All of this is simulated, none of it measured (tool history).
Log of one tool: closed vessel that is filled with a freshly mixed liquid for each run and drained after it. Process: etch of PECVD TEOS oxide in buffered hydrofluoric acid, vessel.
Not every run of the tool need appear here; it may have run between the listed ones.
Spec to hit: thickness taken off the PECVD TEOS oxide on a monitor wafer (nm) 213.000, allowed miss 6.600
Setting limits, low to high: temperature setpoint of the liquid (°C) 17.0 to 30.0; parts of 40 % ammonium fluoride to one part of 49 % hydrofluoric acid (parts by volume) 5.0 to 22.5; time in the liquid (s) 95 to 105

run,hour,temperature setpoint of the liquid (°C),parts of 40 % ammonium fluoride to one part of 49 % hydrofluoric acid (parts by volume),time in the liquid (s),thickness taken off the PECVD TEOS oxide on a monitor wafer (nm)
1,0.0,22.0,13.5,95,73.916
2,2.2,22.0,13.5,95,73.218
3,4.4,23.5,12.0,95,90.602
4,11.6,23.5,12.0,105,99.915
5,15.0,23.5,12.0,105,99.440
6,18.0,23.5,9.0,105,128.520
7,23.6,23.5,9.0,105,127.320
8,26.2,24.5,8.5,105,143.490
9,33.5,25.5,8.5,105,151.730
10,35.1,26.5,8.5,105,157.760
11,40.5,27.0,8.0,105,172.600
12,48.9,27.0,8.0,105,173.760
13,52.0,27.5,8.0,105,179.550
14,55.7,28.0,8.0,105,186.950
15,64.7,28.5,8.0,105,190.120

Pick the move, out of 4, that brings all results within their allowed miss; only one does.
A,73.7,28.0,7.0,105,?
B,73.7,29.5,8.0,100,?
C,73.7,30.0,10.5,105,?
D,73.7,29.5,6.5,100,?

move,thickness taken off the PECVD TEOS oxide on a monitor wafer (nm)
A,213.590
B,190.630
C,161.460
D,234.780
A: meets every target
B: as far off as the last run
C: misses by more than the last run did
D: the result that was furthest off in the last run now lies on the other side of its target
The move that meets every target is A.
